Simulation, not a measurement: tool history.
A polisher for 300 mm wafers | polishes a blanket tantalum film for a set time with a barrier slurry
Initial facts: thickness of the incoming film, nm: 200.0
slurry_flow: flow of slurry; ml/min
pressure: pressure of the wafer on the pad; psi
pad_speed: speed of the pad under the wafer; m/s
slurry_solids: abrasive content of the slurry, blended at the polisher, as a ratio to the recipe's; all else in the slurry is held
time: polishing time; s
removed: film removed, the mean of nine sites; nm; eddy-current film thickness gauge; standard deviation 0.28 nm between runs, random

| run | day | slurry_flow | pressure | pad_speed | slurry_solids | time | removed |
|---|---|---|---|---|---|---|---|
| 1 | 0 | 285 | 1.6 | 0.76 | 1 | 90 | 103.84 |
| 2 | 0.233 | 280 | 1.3 | 0.68 | 1 | 90 | 75.911 |
| 3 | 0.55 | 280 | 1.1 | 0.68 | 1 | 90 | 64.346 |
| 4 | 0.85 | 275 | 1 | 0.66 | 1 | 90 | 57.803 |
| 5 | 0.929 | 275 | 1 | 0.48 | 1 | 90 | 45.463 |
| 6 | 1.188 | 270 | 1 | 0.48 | 1 | 90 | 45.434 |
| 7 | 1.233 | 270 | 1 | 0.48 | 1 | 90 | 45.876 |
| 8 | 1.392 | 265 | 1 | 0.48 | 1 | 90 | 45.465 |
| 9 | 1.642 | 260 | 1 | 0.48 | 1 | 90 | 45.862 |
| 10 | 1.983 | 260 | 0.9 | 0.48 | 1 | 90 | 41.35 |
| 11 | 2.033 | 270 | 0.9 | 0.48 | 1 | 90 | 41.157 |
| 12 | 2.154 | 270 | 1 | 0.48 | 1 | 90 | 45.438 |

Forecast run 13:
| 13 | 2.371 | 265 | 1 | 0.48 | 1 | 90 | ? |

removed: 45.563 nm
